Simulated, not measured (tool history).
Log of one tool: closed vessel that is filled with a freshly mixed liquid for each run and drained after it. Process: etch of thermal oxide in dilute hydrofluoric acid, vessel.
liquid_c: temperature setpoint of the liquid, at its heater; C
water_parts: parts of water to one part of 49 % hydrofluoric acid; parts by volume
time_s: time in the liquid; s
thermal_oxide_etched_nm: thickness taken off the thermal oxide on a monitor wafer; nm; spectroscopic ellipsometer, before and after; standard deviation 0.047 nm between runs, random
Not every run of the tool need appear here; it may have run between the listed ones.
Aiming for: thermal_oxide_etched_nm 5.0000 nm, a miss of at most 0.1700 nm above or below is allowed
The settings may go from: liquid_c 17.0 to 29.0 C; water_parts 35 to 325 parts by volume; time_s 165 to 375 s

{"run": 1, "hour": 0.0, "liquid_c": 21.0, "water_parts": 180, "time_s": 375, "thermal_oxide_etched_nm": 6.9822}
{"run": 2, "hour": 2.6, "liquid_c": 20.5, "water_parts": 185, "time_s": 375, "thermal_oxide_etched_nm": 6.6289}
{"run": 3, "hour": 3.3, "liquid_c": 20.0, "water_parts": 190, "time_s": 375, "thermal_oxide_etched_nm": 6.1595}
{"run": 4, "hour": 11.5, "liquid_c": 20.0, "water_parts": 160, "time_s": 375, "thermal_oxide_etched_nm": 7.6641}
{"run": 5, "hour": 15.6, "liquid_c": 20.0, "water_parts": 160, "time_s": 375, "thermal_oxide_etched_nm": 7.6766}
{"run": 6, "hour": 21.3, "liquid_c": 19.5, "water_parts": 170, "time_s": 375, "thermal_oxide_etched_nm": 7.0059}
{"run": 7, "hour": 24.1, "liquid_c": 19.0, "water_parts": 175, "time_s": 375, "thermal_oxide_etched_nm": 6.5431}
{"run": 8, "hour": 27.4, "liquid_c": 18.5, "water_parts": 180, "time_s": 375, "thermal_oxide_etched_nm": 6.3396}
{"hour": 29.0, "done": "hydrofluoric acid flow meter replaced"}
{"run": 9, "hour": 29.0, "liquid_c": 18.5, "water_parts": 185, "time_s": 375, "thermal_oxide_etched_nm": 6.6371}
{"run": 10, "hour": 37.9, "liquid_c": 18.5, "water_parts": 195, "time_s": 375, "thermal_oxide_etched_nm": 6.2804}
{"run": 11, "hour": 42.8, "liquid_c": 18.5, "water_parts": 205, "time_s": 375, "thermal_oxide_etched_nm": 5.8603}

Consider the 4 candidate settings below. Which is the only one whose results all fall within their allowed miss of target?
{"run": "A", "hour": 47.7, "liquid_c": 25.5, "water_parts": 220, "time_s": 375, "thermal_oxide_etched_nm": "?"}
{"run": "B", "hour": 47.7, "liquid_c": 18.5, "water_parts": 190, "time_s": 375, "thermal_oxide_etched_nm": "?"}
{"run": "C", "hour": 47.7, "liquid_c": 19.0, "water_parts": 240, "time_s": 375, "thermal_oxide_etched_nm": "?"}
{"run": "D", "hour": 47.7, "liquid_c": 17.5, "water_parts": 155, "time_s": 375, "thermal_oxide_etched_nm": "?"}

move=A thermal_oxide_etched_nm=7.0027
move=B thermal_oxide_etched_nm=6.4231
move=C thermal_oxide_etched_nm=4.9468
move=D thermal_oxide_etched_nm=7.8244
A: moves away from the targets compared with the last run
B: moves away from the targets compared with the last run
C: each result inside its tolerance
D: moves away from the targets compared with the last run
Answer: C
